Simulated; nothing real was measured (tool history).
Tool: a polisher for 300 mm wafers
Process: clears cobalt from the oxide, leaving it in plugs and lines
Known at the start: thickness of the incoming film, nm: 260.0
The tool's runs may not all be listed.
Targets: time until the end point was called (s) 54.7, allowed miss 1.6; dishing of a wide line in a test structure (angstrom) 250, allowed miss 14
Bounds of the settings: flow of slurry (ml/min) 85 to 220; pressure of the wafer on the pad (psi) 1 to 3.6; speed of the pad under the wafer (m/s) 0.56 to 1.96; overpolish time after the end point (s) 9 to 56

run	hour	flow of slurry (ml/min)	pressure of the wafer on the pad (psi)	speed of the pad under the wafer (m/s)	overpolish time after the end point (s)	time until the end point was called (s)	dishing of a wide line in a test structure (angstrom)
1	0	140	2.3	1.26	29	35.802	438.86
2	2.7	140	2.3	1.06	29	41.833	434.98
3	10.4	140	2.6	1.06	29	37.258	446.97
4	18.4	105	2.6	1.06	29	39.327	429.3
5	22.8	115	2.6	1.06	29	38.111	420.59
6	31.5	95	2.6	1.06	29	40.654	430.85
7	39.7	90	2.5	1	23	44.771	419.76
8	43.5	90	2.4	0.96	19	47.225	380.49
9	44.2	90	2.3	0.96	16	50.097	361.79

Which of these 4 next moves meets every target?
A	44.9	125	2.3	0.78	9	?	?
B	44.9	145	2	1.08	9	?	?
C	44.9	105	2	1.22	42	?	?
D	44.9	95	2.4	0.8	26	?	?

move	time until the end point was called (s)	dishing of a wide line in a test structure (angstrom)
A	55.588	249.02
B	46.95	276.58
C	45.095	445.96
D	55.613	406.91
A: meets every target
B: nearer than the last run, and not there yet
C: further off than the last run
D: further off than the last run
Move A is the one to make.
